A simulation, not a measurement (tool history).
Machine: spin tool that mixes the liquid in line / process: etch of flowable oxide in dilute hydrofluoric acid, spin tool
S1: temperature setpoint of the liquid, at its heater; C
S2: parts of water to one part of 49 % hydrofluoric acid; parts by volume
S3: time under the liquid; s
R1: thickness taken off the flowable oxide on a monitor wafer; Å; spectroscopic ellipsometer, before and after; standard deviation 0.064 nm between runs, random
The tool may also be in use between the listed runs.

run 1 hour=0 | S1=25 S2=200 S3=60 | R1=97.197
run 2 hour=2.9 | S1=25 S2=200 S3=60 | R1=95.457
run 3 hour=9.1 | S1=25 S2=200 S3=60 | R1=95.885
run 4 hour=16.7 | S1=25 S2=245 S3=60 | R1=74.779
run 5 hour=24 | S1=25 S2=220 S3=60 | R1=85.851
run 6 hour=26.6 | S1=26.5 S2=220 S3=60 | R1=91.42
run 7 hour=27.5 | S1=25.5 S2=220 S3=60 | R1=86.701

Expected results for the next run?
run 8 hour=36.1 | S1=24.5 S2=220 S3=60 | R1=?

{"run 8": {"R1": 85.026}}
